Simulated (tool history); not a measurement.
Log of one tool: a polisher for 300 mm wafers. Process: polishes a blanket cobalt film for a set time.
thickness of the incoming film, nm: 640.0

run	day	flow of slurry (ml/min)	pressure of the wafer on the pad (kPa)	speed of the pad under the wafer (m/s)	polishing time (s)	film removed (nm)
1	0	135	9.7	1.08	38	129.37
2	0.271	135	9	1.08	38	116.82
3	0.458	135	9	0.98	38	106.99
4	0.579	135	11	0.98	38	134.39
5	0.908	135	11.7	0.98	38	138.13
6	1.212	135	11.7	1.14	38	165.49
7	1.533	135	11	1.14	38	156.06
8	1.858	135	11	1.14	38	153.53
9	1.958	135	10.3	1.14	38	146.61
10	2.008	135	9.7	1.14	38	133.6
11	2.246	135	9	1.14	38	124.55

Forecast run 12:
12	2.425	135	8.3	1.14	38	?

film removed (nm): 111.95
